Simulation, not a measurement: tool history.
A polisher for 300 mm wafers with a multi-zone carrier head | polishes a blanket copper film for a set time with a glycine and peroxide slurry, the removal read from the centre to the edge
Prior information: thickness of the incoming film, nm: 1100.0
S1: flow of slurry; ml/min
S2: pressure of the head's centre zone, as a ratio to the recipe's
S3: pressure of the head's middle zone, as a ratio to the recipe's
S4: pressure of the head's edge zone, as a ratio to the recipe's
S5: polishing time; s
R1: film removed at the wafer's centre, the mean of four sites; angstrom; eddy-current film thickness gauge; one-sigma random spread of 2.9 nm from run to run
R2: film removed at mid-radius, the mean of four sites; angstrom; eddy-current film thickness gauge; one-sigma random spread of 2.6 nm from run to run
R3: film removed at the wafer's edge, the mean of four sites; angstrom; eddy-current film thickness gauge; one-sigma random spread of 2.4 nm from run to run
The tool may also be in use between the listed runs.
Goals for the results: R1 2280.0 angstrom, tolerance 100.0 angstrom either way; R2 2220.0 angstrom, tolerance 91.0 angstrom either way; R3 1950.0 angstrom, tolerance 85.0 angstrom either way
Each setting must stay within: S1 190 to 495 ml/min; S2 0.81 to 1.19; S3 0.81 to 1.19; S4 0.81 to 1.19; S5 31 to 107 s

Run 1, day 0.000: S1 320 ml/min, S2 1.00, S3 1.00, S4 1.00, S5 69 s. Result: R1 2357.0 angstrom, R2 2271.5 angstrom, R3 2333.7 angstrom.
Run 2, day 0.300: S1 280 ml/min, S2 1.00, S3 1.00, S4 1.00, S5 69 s. Result: R1 2334.5 angstrom, R2 2235.5 angstrom, R3 2286.8 angstrom.
Run 3, day 0.421: S1 280 ml/min, S2 1.00, S3 1.00, S4 1.00, S5 59 s. Result: R1 1964.2 angstrom, R2 1902.8 angstrom, R3 2010.5 angstrom.
Run 4, day 0.546: S1 285 ml/min, S2 1.01, S3 1.02, S4 0.99, S5 59 s. Result: R1 2013.5 angstrom, R2 1943.6 angstrom, R3 1978.2 angstrom.
Run 5, day 0.604: S1 285 ml/min, S2 1.05, S3 1.02, S4 0.99, S5 59 s. Result: R1 2139.5 angstrom, R2 1960.7 angstrom, R3 1968.7 angstrom.
Run 6, day 0.958: S1 285 ml/min, S2 1.05, S3 0.95, S4 0.99, S5 59 s. Result: R1 2070.9 angstrom, R2 1863.1 angstrom, R3 1994.7 angstrom.
Run 7, day 1.083: S1 290 ml/min, S2 1.05, S3 0.97, S4 0.99, S5 59 s. Result: R1 2084.8 angstrom, R2 1894.1 angstrom, R3 1996.3 angstrom.
Run 8, day 1.225: S1 295 ml/min, S2 1.05, S3 0.99, S4 0.99, S5 59 s. Result: R1 2096.0 angstrom, R2 1900.4 angstrom, R3 1966.6 angstrom.
Run 9, day 1.362: S1 295 ml/min, S2 1.05, S3 1.01, S4 0.99, S5 59 s. Result: R1 2095.2 angstrom, R2 1939.8 angstrom, R3 1986.3 angstrom.
Run 10, day 1.667: S1 295 ml/min, S2 1.05, S3 1.03, S4 0.98, S5 59 s. Result: R1 2088.4 angstrom, R2 1964.8 angstrom, R3 1979.7 angstrom.
Run 11, day 1.771: S1 295 ml/min, S2 1.06, S3 1.05, S4 0.98, S5 59 s. Result: R1 2092.1 angstrom, R2 2029.9 angstrom, R3 1960.2 angstrom.
Run 12, day 1.862: S1 295 ml/min, S2 1.07, S3 1.06, S4 0.98, S5 59 s. Result: R1 2164.7 angstrom, R2 2034.4 angstrom, R3 1975.2 angstrom.
Run 13, day 2.121: S1 295 ml/min, S2 1.07, S3 1.07, S4 0.98, S5 59 s. Result: R1 2084.4 angstrom, R2 2031.0 angstrom, R3 1936.0 angstrom.
Run 14, day 2.212: S1 295 ml/min, S2 1.08, S3 1.08, S4 0.98, S5 59 s. Result: R1 2149.9 angstrom, R2 2020.7 angstrom, R3 1972.1 angstrom.
Run 15, day 2.275: S1 300 ml/min, S2 1.08, S3 1.09, S4 0.97, S5 59 s. Result: R1 2131.5 angstrom, R2 2079.4 angstrom, R3 1959.8 angstrom.
Run 16, day 2.321: S1 300 ml/min, S2 1.09, S3 1.10, S4 0.97, S5 59 s. Result: R1 2168.1 angstrom, R2 2146.3 angstrom, R3 1961.8 angstrom.
Run 17, day 2.354: S1 300 ml/min, S2 1.10, S3 1.10, S4 0.97, S5 59 s. Result: R1 2170.5 angstrom, R2 2070.7 angstrom, R3 1952.2 angstrom.
Run 18, day 2.596: S1 300 ml/min, S2 1.10, S3 1.11, S4 0.97, S5 59 s. Result: R1 2173.8 angstrom, R2 2079.9 angstrom, R3 1947.8 angstrom.
Run 19, day 2.950: S1 300 ml/min, S2 1.10, S3 1.12, S4 0.97, S5 59 s. Result: R1 2172.7 angstrom, R2 2141.0 angstrom, R3 1952.5 angstrom.
Run 20, day 3.012: S1 300 ml/min, S2 1.11, S3 1.12, S4 0.97, S5 59 s. Result: R1 2174.8 angstrom, R2 2139.1 angstrom, R3 1944.3 angstrom.
Run 21, day 3.338: S1 300 ml/min, S2 1.12, S3 1.12, S4 0.97, S5 59 s. Result: R1 2132.9 angstrom, R2 2148.3 angstrom, R3 1969.0 angstrom.
Run 22, day 3.692: S1 305 ml/min, S2 1.12, S3 1.12, S4 0.96, S5 59 s. Result: R1 2199.2 angstrom, R2 2131.6 angstrom, R3 1950.7 angstrom.

Below are 5 possible settings for the next run. Only one of them brings all results inside the allowed miss of their targets. Which is it?
Run A, day 4.046: S1 405 ml/min, S2 1.13, S3 1.07, S4 0.94, S5 56 s. Result: R1 ?, R2 ?, R3 ?.
Run B, day 4.046: S1 285 ml/min, S2 1.07, S3 1.04, S4 0.98, S5 65 s. Result: R1 ?, R2 ?, R3 ?.
Run C, day 4.046: S1 250 ml/min, S2 1.12, S3 1.14, S4 0.88, S5 62 s. Result: R1 ?, R2 ?, R3 ?.
Run D, day 4.046: S1 255 ml/min, S2 1.04, S3 1.07, S4 1.01, S5 58 s. Result: R1 ?, R2 ?, R3 ?.
Run E, day 4.046: S1 300 ml/min, S2 0.96, S3 1.16, S4 1.03, S5 60 s. Result: R1 ?, R2 ?, R3 ?.

move      R1      R2      R3
   A  2169.7  2006.9  1851.8
   B  2336.6  2211.1  2137.1
   C  2273.8  2235.4  1929.4
   D  2014.6  1993.9  1913.2
   E  2001.1  2236.6  2019.1
A: its largest miss is bigger than the last run's
B: brings the last run's worst result on target, with another outside its allowed miss
C: meets every target
D: its largest miss is bigger than the last run's
E: brings the last run's worst result on target, with another outside its allowed miss
Move C is the one to make.
